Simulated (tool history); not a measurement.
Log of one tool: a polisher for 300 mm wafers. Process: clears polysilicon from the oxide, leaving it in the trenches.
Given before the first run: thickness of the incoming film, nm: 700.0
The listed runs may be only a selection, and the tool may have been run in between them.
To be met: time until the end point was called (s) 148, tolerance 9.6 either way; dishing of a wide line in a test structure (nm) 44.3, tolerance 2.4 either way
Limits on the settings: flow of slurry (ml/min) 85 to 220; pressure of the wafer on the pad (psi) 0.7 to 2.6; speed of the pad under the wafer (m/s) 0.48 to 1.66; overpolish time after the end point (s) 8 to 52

| run | day | flow of slurry (ml/min) | pressure of the wafer on the pad (psi) | speed of the pad under the wafer (m/s) | overpolish time after the end point (s) | time until the end point was called (s) | dishing of a wide line in a test structure (nm) |
|---|---|---|---|---|---|---|---|
| 1 | 0 | 140 | 1.6 | 1.06 | 26 | 92.324 | 46.531 |
| 2 | 0.167 | 105 | 1.6 | 1.06 | 26 | 94.683 | 46.607 |
| 3 | 0.525 | 105 | 1.9 | 1.06 | 26 | 81.077 | 45.294 |
| 4 | 0.675 | 100 | 1.8 | 0.98 | 23 | 95.697 | 45.134 |
| 5 | 0.896 | 100 | 1.8 | 0.98 | 30 | 94.91 | 46.832 |
| 6 | 1.267 | 100 | 2.2 | 0.98 | 30 | 73.806 | 45.395 |
| 7 | 1.529 | 100 | 2 | 0.96 | 27 | 83.516 | 45.402 |
|  | 1.717 | worn pad replaced by a new one |
| 8 | 1.717 | 100 | 1.9 | 0.94 | 24 | 88.761 | 45.142 |
| 9 | 1.804 | 100 | 1.8 | 0.92 | 21 | 94.487 | 44.815 |
| 10 | 1.929 | 100 | 1.7 | 0.9 | 19 | 99.929 | 45.05 |
| 11 | 2.3 | 95 | 1.2 | 0.78 | 13 | 163.52 | 34.806 |
| 12 | 2.629 | 100 | 1.2 | 0.78 | 19 | 168.57 | 41.269 |
| 13 | 2.825 | 105 | 1.2 | 0.78 | 20 | 157.96 | 41.706 |

Consider the 5 candidate settings below. Which is the only one whose results all fall within their allowed miss of target?
| A | 3.021 | 130 | 0.9 | 1.3 | 25 | ? | ? |
| B | 3.021 | 105 | 1.3 | 0.86 | 24 | ? | ? |
| C | 3.021 | 110 | 1.4 | 0.64 | 15 | ? | ? |
| D | 3.021 | 115 | 1.5 | 0.66 | 25 | ? | ? |
| E | 3.021 | 105 | 1.1 | 0.74 | 36 | ? | ? |

| move | time until the end point was called (s) | dishing of a wide line in a test structure (nm) |
|---|---|---|
| A | 121.32 | 45.114 |
| B | 134.35 | 44.398 |
| C | 163.9 | 37.384 |
| D | 147.2 | 44.082 |
| E | 182.22 | 44.929 |
A: gets the furthest-off result to its target, but another result is out of tolerance
B: gets the furthest-off result to its target, but another result is out of tolerance
C: further off than the last run
D: every result within its allowed miss
E: gets the furthest-off result to its target, but another result is out of tolerance
Correct choice: D, which meets every target
